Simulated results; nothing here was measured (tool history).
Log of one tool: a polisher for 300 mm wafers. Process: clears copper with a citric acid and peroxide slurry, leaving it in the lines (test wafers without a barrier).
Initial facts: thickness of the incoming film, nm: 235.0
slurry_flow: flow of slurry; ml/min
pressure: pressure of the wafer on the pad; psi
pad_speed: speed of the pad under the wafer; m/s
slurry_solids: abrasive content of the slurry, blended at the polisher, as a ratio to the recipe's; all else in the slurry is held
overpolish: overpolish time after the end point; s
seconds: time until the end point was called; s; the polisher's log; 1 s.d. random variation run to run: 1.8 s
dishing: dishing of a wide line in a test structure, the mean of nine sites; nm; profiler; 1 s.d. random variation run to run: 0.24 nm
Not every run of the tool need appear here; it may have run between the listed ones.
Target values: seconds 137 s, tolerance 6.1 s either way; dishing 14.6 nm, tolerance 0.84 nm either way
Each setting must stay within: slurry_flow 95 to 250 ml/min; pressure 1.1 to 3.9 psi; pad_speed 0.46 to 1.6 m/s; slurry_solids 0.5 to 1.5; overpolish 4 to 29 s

run 1 day=0 | slurry_flow=160 pressure=2.5 pad_speed=1.02 slurry_solids=1 overpolish=15 | seconds=112.41 dishing=20.542
run 2 day=0.062 | slurry_flow=160 pressure=2.5 pad_speed=1.02 slurry_solids=1 overpolish=20 | seconds=111.1 dishing=28.147
run 3 day=0.104 | slurry_flow=160 pressure=2.4 pad_speed=1.02 slurry_solids=1 overpolish=19 | seconds=115.38 dishing=25.627
run 4 day=0.267 | slurry_flow=185 pressure=2.4 pad_speed=1.02 slurry_solids=1 overpolish=19 | seconds=113.36 dishing=25.856
run 5 day=0.625 | slurry_flow=185 pressure=2.3 pad_speed=1.02 slurry_solids=1 overpolish=18 | seconds=119.99 dishing=24.642
run 6 day=0.946 | slurry_flow=185 pressure=2.3 pad_speed=1.02 slurry_solids=1 overpolish=17 | seconds=118.14 dishing=22.922
run 7 day=1.067 | slurry_flow=185 pressure=2.3 pad_speed=1.02 slurry_solids=1 overpolish=16 | seconds=118.96 dishing=21.87
run 8 day=1.121 | slurry_flow=185 pressure=2.3 pad_speed=1.02 slurry_solids=1 overpolish=15 | seconds=117.28 dishing=19.691
run 9 day=1.171 | slurry_flow=180 pressure=2.1 pad_speed=1.02 slurry_solids=1 overpolish=14 | seconds=127.62 dishing=17.286
run 10 day=1.508 | slurry_flow=170 pressure=2 pad_speed=1.02 slurry_solids=1 overpolish=13 | seconds=134.29 dishing=15.601
run 11 day=1.617 | slurry_flow=165 pressure=2 pad_speed=1.02 slurry_solids=1 overpolish=13 | seconds=135.43 dishing=16.203
run 12 day=1.933 | slurry_flow=175 pressure=1.9 pad_speed=1.02 slurry_solids=1 overpolish=11 | seconds=140.3 dishing=13.079

4 next moves are on the table. One of them brings every result within its allowed miss. Which?
run A day=2.25 | slurry_flow=120 pressure=1.9 pad_speed=1.02 slurry_solids=0.9 overpolish=11 | seconds=? dishing=?
run B day=2.25 | slurry_flow=170 pressure=1.8 pad_speed=1.02 slurry_solids=1.15 overpolish=10 | seconds=? dishing=?
run C day=2.25 | slurry_flow=160 pressure=1.9 pad_speed=1 slurry_solids=1.05 overpolish=10 | seconds=? dishing=?
run D day=2.25 | slurry_flow=175 pressure=2 pad_speed=0.98 slurry_solids=1.1 overpolish=12 | seconds=? dishing=?

move=A seconds=146.12 dishing=12.485
move=B seconds=139.77 dishing=11.887
move=C seconds=139.97 dishing=11.884
move=D seconds=134.45 dishing=14.665
A: the biggest miss grows against the last run
B: the biggest miss grows against the last run
C: the biggest miss grows against the last run
D: each result inside its tolerance
D meets every target.
